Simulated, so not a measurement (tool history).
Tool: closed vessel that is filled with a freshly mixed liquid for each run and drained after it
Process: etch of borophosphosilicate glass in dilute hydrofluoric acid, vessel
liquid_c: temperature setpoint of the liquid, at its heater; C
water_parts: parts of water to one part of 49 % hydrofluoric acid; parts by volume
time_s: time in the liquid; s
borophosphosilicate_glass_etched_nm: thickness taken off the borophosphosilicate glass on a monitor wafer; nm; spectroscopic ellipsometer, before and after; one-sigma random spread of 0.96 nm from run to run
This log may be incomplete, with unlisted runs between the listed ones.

run  hour  liquid_c  water_parts  time_s  borophosphosilicate_glass_etched_nm
  1   0.0      26.0           85      95                               62.913
  2   2.1      27.0           85      95                               64.918
  3  10.8      30.5           85      95                               74.725
  4  19.5      31.0           85      95                               75.682
  5  23.8      31.5           85      95                               77.215
  6  25.4      29.5           85      95                               72.393
  7  33.1      30.0           85      95                               73.332
  8  35.3      30.5           85      95                               75.814
  9  42.7      31.0           85      95                               76.039

Run 10 has not been measured yet. What should we expect?
 10  45.3      31.5           85      95                                    ?

For run 10 the tool returned borophosphosilicate_glass_etched_nm 77.901 nm.
